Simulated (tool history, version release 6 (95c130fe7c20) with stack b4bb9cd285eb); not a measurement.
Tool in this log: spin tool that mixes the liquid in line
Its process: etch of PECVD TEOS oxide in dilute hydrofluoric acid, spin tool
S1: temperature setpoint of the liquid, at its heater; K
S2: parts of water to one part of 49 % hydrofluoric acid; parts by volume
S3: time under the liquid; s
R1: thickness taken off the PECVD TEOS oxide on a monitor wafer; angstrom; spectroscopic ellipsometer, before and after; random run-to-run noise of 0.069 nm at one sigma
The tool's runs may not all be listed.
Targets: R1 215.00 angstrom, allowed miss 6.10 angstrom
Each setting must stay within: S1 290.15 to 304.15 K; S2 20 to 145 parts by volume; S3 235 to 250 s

run 1 hour=0.0 | S1=296.15 S2=80 S3=235 | R1=350.69
run 2 hour=3.5 | S1=296.15 S2=90 S3=235 | R1=307.56
run 3 hour=8.2 | S1=294.65 S2=95 S3=235 | R1=271.56
run 4 hour=9.4 | S1=293.15 S2=95 S3=235 | R1=256.14
run 5 hour=12.8 | S1=293.15 S2=95 S3=250 | R1=272.74
run 6 hour=18.6 | S1=292.65 S2=95 S3=250 | R1=266.05
run 7 hour=25.5 | S1=292.15 S2=95 S3=250 | R1=261.22
run 8 hour=34.3 | S1=291.65 S2=95 S3=250 | R1=256.79
run 9 hour=39.9 | S1=291.15 S2=95 S3=250 | R1=250.14
run 10 hour=42.1 | S1=291.15 S2=95 S3=250 | R1=251.98
run 11 hour=45.0 | S1=290.65 S2=100 S3=250 | R1=232.30

Consider the 4 candidate settings below. Which is the only one whose results all fall within their allowed miss of target?
run A hour=47.9 | S1=291.65 S2=105 S3=245 | R1=?
run B hour=47.9 | S1=290.65 S2=105 S3=235 | R1=?
run C hour=47.9 | S1=293.15 S2=115 S3=245 | R1=?
run D hour=47.9 | S1=290.15 S2=110 S3=245 | R1=?

move=A R1=223.76
move=B R1=205.87
move=C R1=214.96
move=D R1=199.59
A: better than the last run, though not everything is in spec
B: takes the biggest miss from the last run beyond its target
C: meets every target
D: takes the biggest miss from the last run beyond its target
Correct choice: C, which meets every target

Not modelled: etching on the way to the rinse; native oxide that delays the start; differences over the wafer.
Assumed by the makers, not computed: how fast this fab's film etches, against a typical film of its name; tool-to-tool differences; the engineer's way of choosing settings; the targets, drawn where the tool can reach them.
